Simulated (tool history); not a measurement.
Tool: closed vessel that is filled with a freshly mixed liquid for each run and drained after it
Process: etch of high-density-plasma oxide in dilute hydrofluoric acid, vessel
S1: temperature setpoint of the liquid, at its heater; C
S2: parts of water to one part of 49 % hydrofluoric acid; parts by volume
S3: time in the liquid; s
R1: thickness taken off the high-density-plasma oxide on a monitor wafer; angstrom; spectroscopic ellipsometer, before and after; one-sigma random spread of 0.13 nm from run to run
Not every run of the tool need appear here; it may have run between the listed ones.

{"run": 1, "hour": 0.0, "S1": 24, "S2": 235, "S3": 865, "R1": 152.12}
{"run": 2, "hour": 8.6, "S1": 26.5, "S2": 235, "S3": 865, "R1": 163.34}
{"run": 3, "hour": 14.3, "S1": 28, "S2": 230, "S3": 865, "R1": 177.6}
{"run": 4, "hour": 16.2, "S1": 29, "S2": 230, "S3": 865, "R1": 186.71}
{"run": 5, "hour": 23.6, "S1": 29, "S2": 230, "S3": 865, "R1": 185.31}
{"run": 6, "hour": 30.3, "S1": 29.5, "S2": 230, "S3": 865, "R1": 190.31}
{"run": 7, "hour": 34.9, "S1": 30, "S2": 230, "S3": 865, "R1": 194.96}

What will run 8 give?
{"run": 8, "hour": 40.1, "S1": 30.5, "S2": 230, "S3": 865, "R1": "?"}

Run 8 produced R1 194.08 angstrom.
